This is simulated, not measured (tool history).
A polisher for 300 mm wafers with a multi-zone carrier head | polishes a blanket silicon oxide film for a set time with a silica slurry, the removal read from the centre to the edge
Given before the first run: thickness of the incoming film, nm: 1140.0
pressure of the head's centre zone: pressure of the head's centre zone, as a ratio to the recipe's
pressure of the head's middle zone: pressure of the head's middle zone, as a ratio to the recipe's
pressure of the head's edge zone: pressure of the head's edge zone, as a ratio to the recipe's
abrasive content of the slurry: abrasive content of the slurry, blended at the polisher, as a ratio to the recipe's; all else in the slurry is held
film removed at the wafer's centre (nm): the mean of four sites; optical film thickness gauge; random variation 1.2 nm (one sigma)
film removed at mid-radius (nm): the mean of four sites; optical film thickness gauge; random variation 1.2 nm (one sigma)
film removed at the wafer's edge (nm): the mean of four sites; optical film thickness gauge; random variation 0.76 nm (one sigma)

run	hour	flow of slurry (ml/min)	pressure of the head's centre zone	pressure of the head's middle zone	pressure of the head's edge zone	abrasive content of the slurry	polishing time (s)	film removed at the wafer's centre (nm)	film removed at mid-radius (nm)	film removed at the wafer's edge (nm)
1	0.0	190	1.00	1.00	1.00	1.00	64	163.39	163.96	162.98
2	7.3	190	1.05	1.00	1.00	1.00	64	172.69	162.49	162.68
3	10.7	190	1.05	1.00	0.93	1.00	64	173.20	162.70	156.06
4	13.5	190	1.05	1.00	0.93	1.20	64	190.94	181.15	174.19
5	19.3	155	1.05	1.00	0.93	1.20	64	185.39	173.37	168.66
6	26.0	150	1.03	1.00	0.91	1.05	63	162.98	159.45	153.36
7	27.4	155	1.02	1.00	0.90	0.95	62	149.27	146.00	138.87
8	28.7	155	1.01	0.99	0.89	0.90	62	142.31	139.23	135.46
9	37.6	155	1.00	0.99	0.88	0.85	62	134.73	132.87	128.53

What will run 10 give?
10	45.7	160	0.99	0.99	0.87	0.80	62	?	?	?

{"run 10": {"film removed at the wafer's centre (nm)": 129.0, "film removed at mid-radius (nm)": 127.62, "film removed at the wafer's edge (nm)": 122.67}}
